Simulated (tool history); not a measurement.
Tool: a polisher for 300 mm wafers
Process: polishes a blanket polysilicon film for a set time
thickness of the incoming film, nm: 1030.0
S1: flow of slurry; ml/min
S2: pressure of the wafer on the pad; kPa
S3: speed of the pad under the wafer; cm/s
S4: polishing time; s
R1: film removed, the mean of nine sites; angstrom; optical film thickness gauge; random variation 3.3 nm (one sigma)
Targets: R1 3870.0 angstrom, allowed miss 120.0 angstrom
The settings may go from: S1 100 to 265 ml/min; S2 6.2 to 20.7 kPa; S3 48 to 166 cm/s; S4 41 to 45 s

run 1 hour=0.0 | S1=170 S2=13.1 S3=106 S4=45 | R1=2670.7
run 2 hour=3.5 | S1=170 S2=13.8 S3=106 S4=45 | R1=2773.9
run 3 hour=8.3 | S1=170 S2=11.7 S3=106 S4=45 | R1=2392.2
run 4 hour=9.1 | S1=130 S2=11.7 S3=106 S4=45 | R1=2246.8
run 5 hour=11.5 | S1=130 S2=11.7 S3=92 S4=45 | R1=1977.6
run 6 hour=20.5 | S1=115 S2=11.7 S3=92 S4=45 | R1=1921.9
run 7 hour=27.8 | S1=125 S2=12.4 S3=92 S4=45 | R1=2084.5
run 8 hour=31.3 | S1=135 S2=13.1 S3=92 S4=45 | R1=2211.8
run 9 hour=33.7 | S1=145 S2=13.8 S3=92 S4=45 | R1=2336.1
run 10 hour=40.9 | S1=150 S2=14.5 S3=92 S4=45 | R1=2490.3
run 11 hour=46.2 | S1=150 S2=14.5 S3=92 S4=45 | R1=2545.7
run 12 hour=52.9 | S1=155 S2=15.2 S3=92 S4=45 | R1=2636.8
run 13 hour=60.1 | S1=155 S2=19.3 S3=94 S4=45 | R1=3383.7
run 14 hour=63.9 | S1=160 S2=19.3 S3=94 S4=45 | R1=3445.0
run 15 hour=69.8 | S1=165 S2=19.3 S3=94 S4=45 | R1=3439.5

4 next moves are on the table. One of them brings every result within its allowed miss. Which?
run A hour=75.7 | S1=165 S2=19.3 S3=86 S4=44 | R1=?
run B hour=75.7 | S1=165 S2=20.7 S3=106 S4=45 | R1=?
run C hour=75.7 | S1=200 S2=19.3 S3=110 S4=45 | R1=?
run D hour=75.7 | S1=185 S2=20.7 S3=96 S4=45 | R1=?

move=A R1=3130.9
move=B R1=4149.9
move=C R1=4136.6
move=D R1=3859.4
A: further off than the last run
B: takes the result that was furthest off past its target
C: takes the result that was furthest off past its target
D: meets every target
Move D is the one to make.

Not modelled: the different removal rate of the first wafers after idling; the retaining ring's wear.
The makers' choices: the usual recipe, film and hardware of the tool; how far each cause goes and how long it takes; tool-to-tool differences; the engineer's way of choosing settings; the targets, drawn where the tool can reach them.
